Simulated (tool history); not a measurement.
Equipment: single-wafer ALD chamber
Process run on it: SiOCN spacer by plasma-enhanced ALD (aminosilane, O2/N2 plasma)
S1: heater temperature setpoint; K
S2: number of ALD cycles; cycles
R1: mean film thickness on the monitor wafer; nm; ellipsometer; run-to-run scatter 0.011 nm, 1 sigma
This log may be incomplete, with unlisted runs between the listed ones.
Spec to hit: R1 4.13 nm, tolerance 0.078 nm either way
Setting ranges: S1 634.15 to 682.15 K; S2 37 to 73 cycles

{"run": 1, "hour": 0.0, "S1": 658.15, "S2": 55, "R1": 3.3411}
{"run": 2, "hour": 1.3, "S1": 658.15, "S2": 63, "R1": 3.8126}
{"run": 3, "hour": 5.4, "S1": 658.15, "S2": 58, "R1": 3.5173}
{"run": 4, "hour": 9.5, "S1": 658.15, "S2": 52, "R1": 3.1376}
{"run": 5, "hour": 13.4, "S1": 668.15, "S2": 52, "R1": 3.1581}
{"run": 6, "hour": 14.6, "S1": 668.15, "S2": 57, "R1": 3.4599}
{"run": 7, "hour": 20.9, "S1": 668.15, "S2": 60, "R1": 3.6438}
{"run": 8, "hour": 21.8, "S1": 668.15, "S2": 62, "R1": 3.7432}
{"run": 9, "hour": 22.9, "S1": 668.15, "S2": 64, "R1": 3.8891}
{"run": 10, "hour": 30.9, "S1": 668.15, "S2": 65, "R1": 3.953}
{"run": 11, "hour": 36.2, "S1": 668.15, "S2": 65, "R1": 3.9571}
{"run": 12, "hour": 37.8, "S1": 668.15, "S2": 66, "R1": 3.9939}

4 candidate next runs follow, results not yet known. Just one meets every target within its allowed miss. Identify it.
{"run": "A", "hour": 39.4, "S1": 662.15, "S2": 63, "R1": "?"}
{"run": "B", "hour": 39.4, "S1": 658.15, "S2": 70, "R1": "?"}
{"run": "C", "hour": 39.4, "S1": 666.15, "S2": 68, "R1": "?"}
{"run": "D", "hour": 39.4, "S1": 656.15, "S2": 72, "R1": "?"}

move=A R1=3.8208
move=B R1=4.2453
move=C R1=4.124
move=D R1=4.3666
A: lands further from the targets than the last run did
B: carries the result that was furthest off beyond its target, to the other side
C: every result lands within tolerance
D: carries the result that was furthest off beyond its target, to the other side
Move C is the one to make.

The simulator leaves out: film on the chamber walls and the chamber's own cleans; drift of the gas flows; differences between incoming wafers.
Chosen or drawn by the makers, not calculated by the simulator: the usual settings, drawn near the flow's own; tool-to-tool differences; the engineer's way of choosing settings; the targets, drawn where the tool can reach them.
